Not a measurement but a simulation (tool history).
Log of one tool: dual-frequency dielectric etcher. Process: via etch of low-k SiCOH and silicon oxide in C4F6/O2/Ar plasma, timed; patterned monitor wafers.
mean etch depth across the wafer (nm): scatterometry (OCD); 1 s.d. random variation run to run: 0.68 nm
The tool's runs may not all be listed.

run,day,source power (kW),bias power (kW),etch time (s),mean etch depth across the wafer (nm)
1,0,0.48,0.198,89,241.75
2,0.329,0.48,0.198,89,242.96
3,0.642,0.48,0.223,89,250.09
4,0.933,0.48,0.245,89,256.42
5,1.196,0.48,0.245,92.5,267.2
6,1.242,0.45,0.236,92,251.52
7,1.521,0.43,0.234,92,245.55
8,1.875,0.43,0.234,92,246.52
9,2.142,0.41,0.232,92,237.19
10,2.458,0.4,0.231,92,233.39
11,2.479,0.39,0.23,92,230.07
12,2.775,0.38,0.229,92,226.23
13,3.117,0.37,0.228,92,222.03

Expected results for the next run?
14,3.183,0.36,0.228,92,?

{"run 14": {"mean etch depth across the wafer (nm)": 218.35}}
